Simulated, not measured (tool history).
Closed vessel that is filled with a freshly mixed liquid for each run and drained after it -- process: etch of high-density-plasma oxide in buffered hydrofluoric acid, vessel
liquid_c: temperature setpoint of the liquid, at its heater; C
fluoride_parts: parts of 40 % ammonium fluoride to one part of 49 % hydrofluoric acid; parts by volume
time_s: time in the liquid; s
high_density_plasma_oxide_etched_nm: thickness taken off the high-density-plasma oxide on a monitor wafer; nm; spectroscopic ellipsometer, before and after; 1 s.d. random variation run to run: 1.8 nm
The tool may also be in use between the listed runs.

run  hour  liquid_c  fluoride_parts  time_s  high_density_plasma_oxide_etched_nm
  1     0        25            23.5     105                               95.008
  2   3.4        25            23.5     105                               94.381
  3   4.1        27            18.5     105                               128.58
  4   6.1      24.5            18.5     105                                110.4
  5   9.5        22            18.5     105                               97.192
  6  14.3        25            18.5     105                               114.75
  7  15.3        27              16     105                               147.85
  8  23.1      28.5            15.5     105                               164.84

Predict the results of run 9:
  9  30.8      29.5              15     105                                    ?

high_density_plasma_oxide_etched_nm: 178.02 nm
